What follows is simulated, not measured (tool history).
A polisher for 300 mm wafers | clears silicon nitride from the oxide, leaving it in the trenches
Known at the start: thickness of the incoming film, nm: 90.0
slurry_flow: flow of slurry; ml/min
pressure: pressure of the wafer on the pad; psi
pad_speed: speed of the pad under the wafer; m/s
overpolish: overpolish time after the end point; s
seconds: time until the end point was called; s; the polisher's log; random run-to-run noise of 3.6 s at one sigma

{"run": 1, "hour": 0.0, "slurry_flow": 175, "pressure": 2.6, "pad_speed": 1.0, "overpolish": 8, "seconds": 90.13}
{"run": 2, "hour": 8.1, "slurry_flow": 175, "pressure": 2.4, "pad_speed": 0.98, "overpolish": 8, "seconds": 101.3}
{"run": 3, "hour": 12.1, "slurry_flow": 175, "pressure": 2.3, "pad_speed": 0.96, "overpolish": 8, "seconds": 113.55}
{"run": 4, "hour": 15.1, "slurry_flow": 175, "pressure": 2.2, "pad_speed": 0.96, "overpolish": 8, "seconds": 113.59}
{"run": 5, "hour": 17.5, "slurry_flow": 175, "pressure": 2.1, "pad_speed": 0.94, "overpolish": 8, "seconds": 120.81}
{"run": 6, "hour": 23.1, "slurry_flow": 150, "pressure": 2.1, "pad_speed": 0.94, "overpolish": 8, "seconds": 127.25}

Run 7 has not been measured yet. What should we expect?
{"run": 7, "hour": 29.2, "slurry_flow": 150, "pressure": 2.0, "pad_speed": 0.94, "overpolish": 8, "seconds": "?"}

{"run 7": {"seconds": 131.94}}
